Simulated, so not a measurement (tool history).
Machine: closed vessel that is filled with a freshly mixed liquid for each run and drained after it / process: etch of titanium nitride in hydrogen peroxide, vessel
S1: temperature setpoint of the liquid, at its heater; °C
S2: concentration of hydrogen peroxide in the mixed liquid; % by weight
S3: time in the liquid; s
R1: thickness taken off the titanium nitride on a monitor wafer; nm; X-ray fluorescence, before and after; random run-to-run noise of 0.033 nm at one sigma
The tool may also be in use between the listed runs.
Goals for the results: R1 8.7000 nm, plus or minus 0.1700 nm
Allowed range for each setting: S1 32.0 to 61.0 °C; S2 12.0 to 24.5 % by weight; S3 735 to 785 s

run	hour	S1	S2	S3	R1
1	0.0	45.0	16.5	735	11.5690
2	1.8	40.0	16.5	735	7.9379
3	7.1	40.0	16.5	785	8.5159
4	9.9	44.0	16.5	785	11.5880
5	12.5	43.0	16.5	785	10.7030
6	20.9	48.5	16.5	785	16.0770
7	22.8	46.5	16.5	785	13.9190
8	25.8	39.0	16.5	785	7.8951
9	28.7	39.5	16.5	785	8.2574
10	33.0	40.0	16.5	785	8.4742

Below are 4 possible settings for the next run. Only one of them brings all results inside the allowed miss of their targets. Which is it?
A	37.3	41.0	14.5	735	?
B	37.3	40.0	16.0	760	?
C	37.3	40.5	17.0	735	?
D	37.3	40.5	20.5	735	?

move	R1
A	8.3550
B	8.1692
C	8.3158
D	8.6545
A: misses by more than the last run did
B: misses by more than the last run did
C: misses by more than the last run did
D: each result inside its tolerance
Move D is the one to make.

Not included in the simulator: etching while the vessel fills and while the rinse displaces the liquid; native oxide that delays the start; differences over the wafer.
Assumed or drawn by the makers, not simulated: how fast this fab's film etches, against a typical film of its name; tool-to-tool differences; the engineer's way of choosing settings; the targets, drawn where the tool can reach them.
